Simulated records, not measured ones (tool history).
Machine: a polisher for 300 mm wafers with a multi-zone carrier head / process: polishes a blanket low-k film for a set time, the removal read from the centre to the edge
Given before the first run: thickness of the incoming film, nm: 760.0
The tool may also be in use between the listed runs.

run,hour,flow of slurry (ml/min),pressure of the head's centre zone,pressure of the head's middle zone,pressure of the head's edge zone,abrasive content of the slurry,polishing time (s),film removed at the wafer's centre (nm),film removed at mid-radius (nm),film removed at the wafer's edge (nm)
1,0.0,235,1.00,1.00,1.00,1.00,85,46.176,45.704,44.888
2,8.5,235,1.00,1.03,1.00,1.00,85,46.496,46.064,45.417
3,16.4,230,1.00,1.00,0.97,0.95,85,44.057,43.428,43.443
4,21.5,230,1.00,1.00,0.97,0.95,103,52.658,53.596,52.492
5,24.1,250,1.00,1.00,0.97,0.95,103,53.500,53.688,53.002
6,25.4,250,1.00,1.00,0.97,0.85,103,49.055,49.191,48.852
7,27.1,250,1.02,1.01,0.95,0.75,102,45.264,44.264,42.798
8,30.8,250,1.02,1.00,0.92,0.70,102,42.043,41.685,39.894
9,33.0,250,1.03,0.98,0.90,0.70,102,41.942,40.746,39.683

The next listed run, before its measurement:
10,38.6,250,1.04,0.98,0.88,0.70,102,?,?,?

film removed at the wafer's centre (nm): 42.128
film removed at mid-radius (nm): 41.170
film removed at the wafer's edge (nm): 38.535
